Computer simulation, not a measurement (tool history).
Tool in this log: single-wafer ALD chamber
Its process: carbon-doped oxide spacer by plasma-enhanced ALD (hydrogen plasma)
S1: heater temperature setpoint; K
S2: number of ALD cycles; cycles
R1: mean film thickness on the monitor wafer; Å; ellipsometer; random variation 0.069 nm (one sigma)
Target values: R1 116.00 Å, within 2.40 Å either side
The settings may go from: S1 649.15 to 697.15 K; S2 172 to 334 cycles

run 1 hour=0.0 | S1=673.15 S2=253 | R1=130.71
run 2 hour=0.9 | S1=668.15 S2=253 | R1=131.98
run 3 hour=6.8 | S1=669.15 S2=243 | R1=126.96
run 4 hour=9.8 | S1=664.15 S2=243 | R1=127.71
run 5 hour=15.7 | S1=664.15 S2=273 | R1=140.70
run 6 hour=24.2 | S1=669.15 S2=273 | R1=142.20
run 7 hour=28.8 | S1=669.15 S2=273 | R1=141.22
run 8 hour=33.5 | S1=669.15 S2=255 | R1=133.42
run 9 hour=40.0 | S1=669.15 S2=242 | R1=126.25
run 10 hour=48.9 | S1=669.15 S2=235 | R1=121.90
run 11 hour=56.8 | S1=669.15 S2=231 | R1=120.05
run 12 hour=60.2 | S1=669.15 S2=228 | R1=117.90

Which of these 4 next moves meets every target?
run A hour=63.6 | S1=673.15 S2=225 | R1=?
run B hour=63.6 | S1=668.15 S2=231 | R1=?
run C hour=63.6 | S1=668.15 S2=234 | R1=?
run D hour=63.6 | S1=666.15 S2=236 | R1=?

move=A R1=117.59
move=B R1=122.09
move=C R1=123.68
move=D R1=124.74
A: in spec on every target
B: lands further from the targets than the last run did
C: lands further from the targets than the last run did
D: lands further from the targets than the last run did
So the answer is move A, the one that meets all the targets.
